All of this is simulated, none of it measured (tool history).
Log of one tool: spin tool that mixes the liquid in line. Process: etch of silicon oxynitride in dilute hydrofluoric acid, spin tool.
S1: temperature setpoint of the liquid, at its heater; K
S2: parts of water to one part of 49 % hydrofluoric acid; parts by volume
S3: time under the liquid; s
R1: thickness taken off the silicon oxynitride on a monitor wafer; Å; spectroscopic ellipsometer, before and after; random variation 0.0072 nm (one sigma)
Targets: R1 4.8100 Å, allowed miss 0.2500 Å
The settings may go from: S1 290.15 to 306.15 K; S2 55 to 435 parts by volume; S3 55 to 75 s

| run | hour | S1 | S2 | S3 | R1 |
|---|---|---|---|---|---|
| 1 | 0.0 | 298.15 | 245 | 75 | 8.5031 |
| 2 | 5.8 | 296.65 | 260 | 75 | 7.3172 |
| 3 | 14.2 | 299.65 | 260 | 75 | 8.7291 |
| 4 | 20.3 | 297.65 | 265 | 75 | 7.6833 |
| 5 | 22.7 | 296.15 | 270 | 75 | 7.1627 |
| 6 | 30.5 | 297.65 | 270 | 75 | 7.5171 |
| 7 | 34.2 | 297.65 | 270 | 75 | 7.4155 |
| 8 | 38.4 | 297.65 | 270 | 75 | 7.6163 |
| 9 | 43.5 | 296.15 | 280 | 75 | 6.7376 |
| 10 | 46.3 | 292.15 | 305 | 75 | 5.2174 |

Which of these 4 next moves meets every target?
| A | 49.1 | 290.15 | 250 | 75 | ? |
| B | 49.1 | 295.65 | 325 | 75 | ? |
| C | 49.1 | 293.15 | 255 | 55 | ? |
| D | 49.1 | 294.15 | 310 | 75 | ? |

| move | R1 |
|---|---|
| A | 5.7971 |
| B | 5.4514 |
| C | 4.7712 |
| D | 5.4077 |
A: further off than the last run
B: further off than the last run
C: meets every target
D: further off than the last run
Move C is the one to make.
